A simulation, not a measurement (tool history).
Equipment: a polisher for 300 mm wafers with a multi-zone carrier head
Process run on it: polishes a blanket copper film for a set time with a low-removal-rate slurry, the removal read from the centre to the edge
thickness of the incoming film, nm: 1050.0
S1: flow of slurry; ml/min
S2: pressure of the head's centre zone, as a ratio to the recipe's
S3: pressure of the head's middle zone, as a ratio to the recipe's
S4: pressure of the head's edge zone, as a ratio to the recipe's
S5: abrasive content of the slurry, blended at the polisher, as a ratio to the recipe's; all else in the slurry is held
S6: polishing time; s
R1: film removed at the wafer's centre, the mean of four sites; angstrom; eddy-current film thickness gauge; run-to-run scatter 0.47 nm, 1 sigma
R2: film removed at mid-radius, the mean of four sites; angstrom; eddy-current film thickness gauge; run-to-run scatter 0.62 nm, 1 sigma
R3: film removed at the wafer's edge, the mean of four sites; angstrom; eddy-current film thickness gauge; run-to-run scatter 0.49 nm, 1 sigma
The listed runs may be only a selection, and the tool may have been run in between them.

run	hour	S1	S2	S3	S4	S5	S6	R1	R2	R3
1	0	200	1	1	1	1	51	796.02	779.77	788.02
2	1.6	190	1	0.96	0.97	0.9	50	758.49	710.4	751.96
3	6.8	190	1	0.94	0.94	0.8	49	723.35	679.02	715.28
4	13.9	190	1	0.94	0.94	0.8	59	862.44	819.4	852.29
5	18.5	190	1.01	0.91	0.92	0.75	56	839.03	756.99	803.3
6	25.6	185	1.01	0.89	0.91	0.7	53	782.56	686.6	730.82

Run 7 is up next; what results do you expect?
7	31.6	175	1	0.87	0.91	0.65	52	?	?	?

R1: 746.01 angstrom
R2: 647.94 angstrom
R3: 711.47 angstrom
